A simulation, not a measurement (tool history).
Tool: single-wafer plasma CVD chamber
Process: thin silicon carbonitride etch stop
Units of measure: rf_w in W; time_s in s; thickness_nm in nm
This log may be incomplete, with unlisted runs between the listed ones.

{"run": 1, "hour": 0.0, "rf_w": 200, "time_s": 19.2, "thickness_nm": 12.335}
{"run": 2, "hour": 4.6, "rf_w": 200, "time_s": 21.1, "thickness_nm": 13.557}
{"run": 3, "hour": 5.7, "rf_w": 225, "time_s": 21.1, "thickness_nm": 14.27}
{"run": 4, "hour": 13.8, "rf_w": 205, "time_s": 19.9, "thickness_nm": 12.978}
{"run": 5, "hour": 19.3, "rf_w": 190, "time_s": 18.9, "thickness_nm": 11.885}
{"run": 6, "hour": 23.1, "rf_w": 205, "time_s": 18.9, "thickness_nm": 12.241}
{"run": 7, "hour": 23.9, "rf_w": 190, "time_s": 18.2, "thickness_nm": 11.438}
{"run": 8, "hour": 32.4, "rf_w": 180, "time_s": 17.7, "thickness_nm": 10.786}

What will run 9 give?
{"run": 9, "hour": 37.9, "rf_w": 170, "time_s": 17.5, "thickness_nm": "?"}

For run 9 the tool returned thickness_nm 10.484 nm.
